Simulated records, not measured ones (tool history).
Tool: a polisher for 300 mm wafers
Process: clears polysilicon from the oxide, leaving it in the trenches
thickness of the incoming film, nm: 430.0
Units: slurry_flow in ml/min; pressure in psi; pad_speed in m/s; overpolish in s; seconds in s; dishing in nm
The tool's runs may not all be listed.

Run 1, hour 0: slurry_flow 225 ml/min, pressure 2.7 psi, pad_speed 0.8 m/s, overpolish 9 s. Result: seconds 33.478 s, dishing 43.208 nm.
Run 2, hour 3.5: slurry_flow 225 ml/min, pressure 2.5 psi, pad_speed 0.8 m/s, overpolish 10 s. Result: seconds 36.092 s, dishing 44.884 nm.
Run 3, hour 5: slurry_flow 245 ml/min, pressure 2.5 psi, pad_speed 0.8 m/s, overpolish 10 s. Result: seconds 36.101 s, dishing 44.916 nm.
Run 4, hour 6.8: slurry_flow 245 ml/min, pressure 2.5 psi, pad_speed 0.94 m/s, overpolish 10 s. Result: seconds 30.907 s, dishing 45.747 nm.
Run 5, hour 14: slurry_flow 245 ml/min, pressure 3.1 psi, pad_speed 0.94 m/s, overpolish 10 s. Result: seconds 26.13 s, dishing 46.661 nm.
Run 6, hour 16.9: slurry_flow 245 ml/min, pressure 2.7 psi, pad_speed 0.92 m/s, overpolish 10 s. Result: seconds 29.418 s, dishing 46.241 nm.
Run 7, hour 23.4: slurry_flow 245 ml/min, pressure 2.4 psi, pad_speed 0.9 m/s, overpolish 10 s. Result: seconds 32.984 s, dishing 45.239 nm.

Forecast run 8:
Run 8, hour 26.9: slurry_flow 235 ml/min, pressure 1.7 psi, pad_speed 0.88 m/s, overpolish 13 s. Result: seconds ?, dishing ?.

seconds: 43.984 s
dishing: 45.069 nm

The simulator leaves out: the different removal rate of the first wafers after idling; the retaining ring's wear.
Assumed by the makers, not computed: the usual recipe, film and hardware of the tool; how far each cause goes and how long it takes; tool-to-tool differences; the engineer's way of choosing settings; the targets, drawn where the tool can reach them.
